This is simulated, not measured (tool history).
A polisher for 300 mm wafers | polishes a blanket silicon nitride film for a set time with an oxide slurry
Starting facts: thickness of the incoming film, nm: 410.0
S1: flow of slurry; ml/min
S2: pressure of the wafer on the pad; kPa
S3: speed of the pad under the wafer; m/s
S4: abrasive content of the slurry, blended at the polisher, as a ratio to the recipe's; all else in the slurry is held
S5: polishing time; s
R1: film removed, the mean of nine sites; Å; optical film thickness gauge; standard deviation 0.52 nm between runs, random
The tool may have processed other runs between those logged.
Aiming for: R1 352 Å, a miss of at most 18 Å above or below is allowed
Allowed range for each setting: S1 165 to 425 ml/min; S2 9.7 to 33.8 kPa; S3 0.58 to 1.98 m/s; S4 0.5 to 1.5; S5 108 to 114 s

{"run": 1, "hour": 0.0, "S1": 275, "S2": 21.4, "S3": 1.28, "S4": 1, "S5": 108, "R1": 597.55}
{"run": 2, "hour": 2.9, "S1": 275, "S2": 18.6, "S3": 1.26, "S4": 1, "S5": 108, "R1": 514.13}
{"run": 3, "hour": 8.2, "S1": 275, "S2": 18.6, "S3": 1.26, "S4": 1, "S5": 114, "R1": 541.64}
{"run": 4, "hour": 16.0, "S1": 275, "S2": 18.6, "S3": 1.26, "S4": 0.85, "S5": 114, "R1": 505.66}
{"run": 5, "hour": 16.7, "S1": 275, "S2": 16.5, "S3": 1.24, "S4": 0.85, "S5": 114, "R1": 443.95}
{"run": 6, "hour": 22.4, "S1": 275, "S2": 16.5, "S3": 1.24, "S4": 0.85, "S5": 114, "R1": 457.24}
{"run": 7, "hour": 23.0, "S1": 275, "S2": 15.2, "S3": 1.22, "S4": 0.85, "S5": 114, "R1": 406.44}
{"run": 8, "hour": 25.3, "S1": 275, "S2": 15.2, "S3": 1.22, "S4": 0.85, "S5": 114, "R1": 407.03}
{"hour": 28.6, "done": "slurry nozzle cleaned"}
{"run": 9, "hour": 28.6, "S1": 275, "S2": 14.5, "S3": 1.22, "S4": 0.85, "S5": 114, "R1": 401.76}
{"run": 10, "hour": 33.5, "S1": 275, "S2": 13.8, "S3": 1.22, "S4": 0.85, "S5": 114, "R1": 382.06}

Of the 4 settings listed for the next run, only one would bring every result within its allowed miss of target. Which one?
{"run": "A", "hour": 38.4, "S1": 290, "S2": 14.5, "S3": 1.24, "S4": 0.9, "S5": 108, "R1": "?"}
{"run": "B", "hour": 38.4, "S1": 275, "S2": 12.4, "S3": 1.06, "S4": 0.8, "S5": 114, "R1": "?"}
{"run": "C", "hour": 38.4, "S1": 280, "S2": 13.1, "S3": 1.3, "S4": 0.8, "S5": 108, "R1": "?"}
{"run": "D", "hour": 38.4, "S1": 340, "S2": 19.3, "S3": 0.6, "S4": 1.05, "S5": 108, "R1": "?"}

move=A R1=376.99
move=B R1=292.64
move=C R1=344.03
move=D R1=292.95
A: an improvement on the last run, though not all results are within tolerance
B: takes the result that was furthest off past its target
C: in spec on every target
D: takes the result that was furthest off past its target
C meets every target.
